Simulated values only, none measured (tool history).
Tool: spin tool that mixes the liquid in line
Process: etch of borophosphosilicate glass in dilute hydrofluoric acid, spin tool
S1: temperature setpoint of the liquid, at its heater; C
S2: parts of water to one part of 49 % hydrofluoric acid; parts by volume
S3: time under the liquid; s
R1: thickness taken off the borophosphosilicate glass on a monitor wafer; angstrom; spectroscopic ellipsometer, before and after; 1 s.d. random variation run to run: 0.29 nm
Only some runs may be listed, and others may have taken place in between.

run 1 day=0.000 | S1=23.0 S2=170 S3=50 | R1=149.10
run 2 day=0.238 | S1=20.0 S2=170 S3=50 | R1=131.23
run 3 day=0.375 | S1=20.0 S2=170 S3=50 | R1=132.10
run 4 day=0.429 | S1=18.0 S2=170 S3=50 | R1=121.49
run 5 day=0.629 | S1=21.5 S2=140 S3=50 | R1=174.73
run 6 day=0.962 | S1=24.0 S2=120 S3=50 | R1=233.54

Estimate the outcome of run 7 from the log above:
-- day=1.229 thermometer replaced
run 7 day=1.229 | S1=26.0 S2=110 S3=50 | R1=?

{"run 7": {"R1": 303.66}}
